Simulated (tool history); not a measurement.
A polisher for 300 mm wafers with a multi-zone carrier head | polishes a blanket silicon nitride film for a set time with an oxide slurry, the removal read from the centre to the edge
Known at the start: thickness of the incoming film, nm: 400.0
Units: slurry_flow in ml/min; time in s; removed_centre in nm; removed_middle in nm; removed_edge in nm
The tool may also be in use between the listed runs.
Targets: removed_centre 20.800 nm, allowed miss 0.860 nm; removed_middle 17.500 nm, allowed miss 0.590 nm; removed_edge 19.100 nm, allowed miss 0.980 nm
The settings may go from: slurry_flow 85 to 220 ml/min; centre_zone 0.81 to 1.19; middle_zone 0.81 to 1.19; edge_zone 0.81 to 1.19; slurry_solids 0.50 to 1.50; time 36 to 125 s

Run 1, hour 0.0: slurry_flow 140 ml/min, centre_zone 1.00, middle_zone 1.00, edge_zone 1.00, slurry_solids 1.00, time 80 s. Result: removed_centre 26.900 nm, removed_middle 25.165 nm, removed_edge 25.615 nm.
Run 2, hour 7.4: slurry_flow 135 ml/min, centre_zone 1.00, middle_zone 0.97, edge_zone 0.98, slurry_solids 0.90, time 80 s. Result: removed_centre 24.950 nm, removed_middle 23.425 nm, removed_edge 24.223 nm.
Run 3, hour 10.5: slurry_flow 135 ml/min, centre_zone 1.04, middle_zone 0.97, edge_zone 0.98, slurry_solids 0.90, time 80 s. Result: removed_centre 26.384 nm, removed_middle 23.292 nm, removed_edge 25.048 nm.
Run 4, hour 14.9: slurry_flow 135 ml/min, centre_zone 1.04, middle_zone 0.97, edge_zone 0.98, slurry_solids 0.90, time 97 s. Result: removed_centre 32.262 nm, removed_middle 28.273 nm, removed_edge 29.895 nm.
Run 5, hour 17.8: slurry_flow 105 ml/min, centre_zone 1.04, middle_zone 0.97, edge_zone 0.98, slurry_solids 0.90, time 97 s. Result: removed_centre 29.801 nm, removed_middle 26.508 nm, removed_edge 28.253 nm.
Run 6, hour 24.9: slurry_flow 105 ml/min, centre_zone 1.04, middle_zone 0.97, edge_zone 0.93, slurry_solids 0.90, time 97 s. Result: removed_centre 30.125 nm, removed_middle 26.580 nm, removed_edge 27.490 nm.
Run 7, hour 32.9: slurry_flow 105 ml/min, centre_zone 1.04, middle_zone 0.95, edge_zone 0.91, slurry_solids 0.80, time 94 s. Result: removed_centre 26.886 nm, removed_middle 23.557 nm, removed_edge 25.018 nm.
Run 8, hour 41.3: slurry_flow 105 ml/min, centre_zone 1.05, middle_zone 0.94, edge_zone 0.89, slurry_solids 0.75, time 93 s. Result: removed_centre 26.014 nm, removed_middle 22.424 nm, removed_edge 24.052 nm.
Run 9, hour 46.2: slurry_flow 105 ml/min, centre_zone 1.05, middle_zone 0.94, edge_zone 0.87, slurry_solids 0.70, time 92 s. Result: removed_centre 24.611 nm, removed_middle 21.315 nm, removed_edge 22.374 nm.
Run 10, hour 53.4: slurry_flow 100 ml/min, centre_zone 1.01, middle_zone 0.85, edge_zone 0.82, slurry_solids 0.50, time 91 s. Result: removed_centre 18.927 nm, removed_middle 16.074 nm, removed_edge 17.509 nm.
Run 11, hour 58.1: slurry_flow 105 ml/min, centre_zone 1.01, middle_zone 0.85, edge_zone 0.83, slurry_solids 0.50, time 91 s. Result: removed_centre 19.050 nm, removed_middle 15.975 nm, removed_edge 17.866 nm.
Run 12, hour 66.6: slurry_flow 115 ml/min, centre_zone 1.01, middle_zone 0.86, edge_zone 0.83, slurry_solids 0.50, time 91 s. Result: removed_centre 19.790 nm, removed_middle 16.831 nm, removed_edge 18.424 nm.

5 next moves are on the table. One of them brings every result within its allowed miss. Which?
Run A, hour 75.1: slurry_flow 160 ml/min, centre_zone 0.97, middle_zone 0.82, edge_zone 0.81, slurry_solids 0.65, time 78 s. Result: removed_centre ?, removed_middle ?, removed_edge ?.
Run B, hour 75.1: slurry_flow 115 ml/min, centre_zone 0.89, middle_zone 0.87, edge_zone 0.85, slurry_solids 0.80, time 73 s. Result: removed_centre ?, removed_middle ?, removed_edge ?.
Run C, hour 75.1: slurry_flow 115 ml/min, centre_zone 0.98, middle_zone 0.93, edge_zone 0.82, slurry_solids 0.50, time 91 s. Result: removed_centre ?, removed_middle ?, removed_edge ?.
Run D, hour 75.1: slurry_flow 125 ml/min, centre_zone 1.04, middle_zone 0.85, edge_zone 0.81, slurry_solids 0.50, time 84 s. Result: removed_centre ?, removed_middle ?, removed_edge ?.
Run E, hour 75.1: slurry_flow 85 ml/min, centre_zone 0.96, middle_zone 0.91, edge_zone 0.81, slurry_solids 0.70, time 86 s. Result: removed_centre ?, removed_middle ?, removed_edge ?.

move  removed_centre  removed_middle  removed_edge
   A          20.538          17.696        18.976
   B          18.062          17.932        19.191
   C          18.994          17.985        18.011
   D          19.084          15.853        16.812
   E          19.016          18.390        19.275
A: meets every target
B: further off than the last run
C: further off than the last run
D: further off than the last run
E: further off than the last run
Move A is the one to make.
